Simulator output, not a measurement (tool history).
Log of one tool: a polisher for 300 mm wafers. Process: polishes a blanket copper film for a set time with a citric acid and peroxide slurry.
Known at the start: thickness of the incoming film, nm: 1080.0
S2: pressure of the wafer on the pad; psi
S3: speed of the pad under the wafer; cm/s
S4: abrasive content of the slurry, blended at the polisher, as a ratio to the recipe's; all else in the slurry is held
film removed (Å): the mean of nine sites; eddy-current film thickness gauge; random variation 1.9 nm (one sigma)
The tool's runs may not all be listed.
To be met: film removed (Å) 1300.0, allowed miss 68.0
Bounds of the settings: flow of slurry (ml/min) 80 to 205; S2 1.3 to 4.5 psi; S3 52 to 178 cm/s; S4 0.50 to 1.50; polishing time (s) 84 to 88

run 1 day=0.000 | flow_of_slurry_(ml/min)=135 S2=2.9 S3=114 S4=1.00 polishing_time_(s)=84 | film_removed_(Å)=1929.8
run 2 day=0.154 | flow_of_slurry_(ml/min)=135 S2=2.5 S3=112 S4=1.00 polishing_time_(s)=84 | film_removed_(Å)=1593.4
run 3 day=0.292 | flow_of_slurry_(ml/min)=135 S2=2.5 S3=128 S4=1.00 polishing_time_(s)=84 | film_removed_(Å)=1849.9
run 4 day=0.504 | flow_of_slurry_(ml/min)=135 S2=2.2 S3=128 S4=1.00 polishing_time_(s)=84 | film_removed_(Å)=1620.0
run 5 day=0.733 | flow_of_slurry_(ml/min)=165 S2=2.2 S3=128 S4=1.00 polishing_time_(s)=84 | film_removed_(Å)=1695.3
run 6 day=0.942 | flow_of_slurry_(ml/min)=165 S2=2.2 S3=128 S4=1.00 polishing_time_(s)=84 | film_removed_(Å)=1666.7
run 7 day=0.979 | flow_of_slurry_(ml/min)=165 S2=2.0 S3=128 S4=1.00 polishing_time_(s)=84 | film_removed_(Å)=1563.6
run 8 day=1.329 | flow_of_slurry_(ml/min)=160 S2=1.4 S3=126 S4=1.00 polishing_time_(s)=84 | film_removed_(Å)=1053.3
run 9 day=1.479 | flow_of_slurry_(ml/min)=165 S2=1.5 S3=126 S4=1.00 polishing_time_(s)=84 | film_removed_(Å)=1149.3
run 10 day=1.700 | flow_of_slurry_(ml/min)=170 S2=1.6 S3=126 S4=1.00 polishing_time_(s)=84 | film_removed_(Å)=1227.7

Which of these 5 next moves meets every target?
run A day=1.921 | flow_of_slurry_(ml/min)=175 S2=1.7 S3=124 S4=0.90 polishing_time_(s)=88 | film_removed_(Å)=?
run B day=1.921 | flow_of_slurry_(ml/min)=110 S2=1.8 S3=110 S4=1.05 polishing_time_(s)=84 | film_removed_(Å)=?
run C day=1.921 | flow_of_slurry_(ml/min)=135 S2=1.6 S3=112 S4=1.05 polishing_time_(s)=87 | film_removed_(Å)=?
run D day=1.921 | flow_of_slurry_(ml/min)=155 S2=1.3 S3=136 S4=0.95 polishing_time_(s)=88 | film_removed_(Å)=?
run E day=1.921 | flow_of_slurry_(ml/min)=170 S2=1.3 S3=138 S4=1.10 polishing_time_(s)=84 | film_removed_(Å)=?

move=A film_removed_(Å)=1289.3
move=B film_removed_(Å)=1127.2
move=C film_removed_(Å)=1093.2
move=D film_removed_(Å)=1088.9
move=E film_removed_(Å)=1102.2
A: meets every target
B: further off than the last run
C: further off than the last run
D: further off than the last run
E: further off than the last run
Answer: A
